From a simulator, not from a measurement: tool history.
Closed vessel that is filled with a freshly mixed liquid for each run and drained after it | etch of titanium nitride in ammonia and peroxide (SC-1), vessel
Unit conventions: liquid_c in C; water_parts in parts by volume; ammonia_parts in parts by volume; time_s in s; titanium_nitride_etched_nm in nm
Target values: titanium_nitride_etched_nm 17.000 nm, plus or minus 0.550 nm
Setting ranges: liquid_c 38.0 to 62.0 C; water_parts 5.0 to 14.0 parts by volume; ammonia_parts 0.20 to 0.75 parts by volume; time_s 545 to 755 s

run 1 day=0.000 | liquid_c=46.0 water_parts=7.5 ammonia_parts=0.45 time_s=755 | titanium_nitride_etched_nm=22.886
run 2 day=0.379 | liquid_c=46.0 water_parts=7.5 ammonia_parts=0.55 time_s=755 | titanium_nitride_etched_nm=23.874
run 3 day=0.717 | liquid_c=45.5 water_parts=7.5 ammonia_parts=0.55 time_s=755 | titanium_nitride_etched_nm=22.826
run 4 day=0.800 | liquid_c=45.5 water_parts=7.5 ammonia_parts=0.45 time_s=755 | titanium_nitride_etched_nm=22.255
run 5 day=1.058 | liquid_c=45.5 water_parts=7.5 ammonia_parts=0.55 time_s=755 | titanium_nitride_etched_nm=22.684
run 6 day=1.446 | liquid_c=45.0 water_parts=7.5 ammonia_parts=0.55 time_s=755 | titanium_nitride_etched_nm=21.772
run 7 day=1.758 | liquid_c=44.5 water_parts=7.5 ammonia_parts=0.55 time_s=755 | titanium_nitride_etched_nm=20.978
run 8 day=1.867 | liquid_c=44.0 water_parts=7.5 ammonia_parts=0.55 time_s=755 | titanium_nitride_etched_nm=20.252
run 9 day=1.996 | liquid_c=43.5 water_parts=7.5 ammonia_parts=0.55 time_s=755 | titanium_nitride_etched_nm=19.695
run 10 day=2.246 | liquid_c=43.0 water_parts=7.5 ammonia_parts=0.55 time_s=755 | titanium_nitride_etched_nm=19.150
run 11 day=2.350 | liquid_c=41.0 water_parts=7.5 ammonia_parts=0.55 time_s=755 | titanium_nitride_etched_nm=16.271

Which single option among these 4 for the next run brings every result within its allowed miss of target? Just one does.
run A day=2.454 | liquid_c=40.5 water_parts=8.5 ammonia_parts=0.70 time_s=755 | titanium_nitride_etched_nm=?
run B day=2.454 | liquid_c=42.5 water_parts=8.0 ammonia_parts=0.35 time_s=730 | titanium_nitride_etched_nm=?
run C day=2.454 | liquid_c=39.5 water_parts=5.0 ammonia_parts=0.50 time_s=735 | titanium_nitride_etched_nm=?
run D day=2.454 | liquid_c=42.0 water_parts=7.5 ammonia_parts=0.25 time_s=750 | titanium_nitride_etched_nm=?

move=A titanium_nitride_etched_nm=15.718
move=B titanium_nitride_etched_nm=16.146
move=C titanium_nitride_etched_nm=17.406
move=D titanium_nitride_etched_nm=15.559
A: misses by more than the last run did
B: misses by more than the last run did
C: every result within its allowed miss
D: misses by more than the last run did
The move that meets every target is C.

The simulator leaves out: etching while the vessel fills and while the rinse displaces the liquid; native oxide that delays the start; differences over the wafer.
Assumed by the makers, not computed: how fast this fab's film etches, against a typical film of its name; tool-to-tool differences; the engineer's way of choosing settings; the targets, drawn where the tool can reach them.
